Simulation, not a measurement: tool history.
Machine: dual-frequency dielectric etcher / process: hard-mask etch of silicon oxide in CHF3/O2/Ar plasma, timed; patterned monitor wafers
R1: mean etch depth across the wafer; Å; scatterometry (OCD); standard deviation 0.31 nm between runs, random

{"run": 1, "day": 0.0, "source power (W)": 540, "bias power (W)": 163, "etch time (s)": 34.5, "R1": 610.19}
{"run": 2, "day": 0.246, "source power (W)": 480, "bias power (W)": 159, "etch time (s)": 34.5, "R1": 584.7}
{"run": 3, "day": 0.375, "source power (W)": 480, "bias power (W)": 159, "etch time (s)": 36, "R1": 610.52}
{"run": 4, "day": 0.546, "source power (W)": 440, "bias power (W)": 151, "etch time (s)": 36, "R1": 580.6}
{"run": 5, "day": 0.658, "source power (W)": 440, "bias power (W)": 140, "etch time (s)": 36, "R1": 561.98}
{"run": 6, "day": 0.746, "source power (W)": 410, "bias power (W)": 139, "etch time (s)": 36, "R1": 550.94}
{"run": 7, "day": 0.929, "source power (W)": 330, "bias power (W)": 132, "etch time (s)": 36, "R1": 505.92}

What does the tool deliver on the next run?
{"run": 8, "day": 1.058, "source power (W)": 340, "bias power (W)": 132, "etch time (s)": 36, "R1": "?"}

Run 8 gave R1 509.08 Å.

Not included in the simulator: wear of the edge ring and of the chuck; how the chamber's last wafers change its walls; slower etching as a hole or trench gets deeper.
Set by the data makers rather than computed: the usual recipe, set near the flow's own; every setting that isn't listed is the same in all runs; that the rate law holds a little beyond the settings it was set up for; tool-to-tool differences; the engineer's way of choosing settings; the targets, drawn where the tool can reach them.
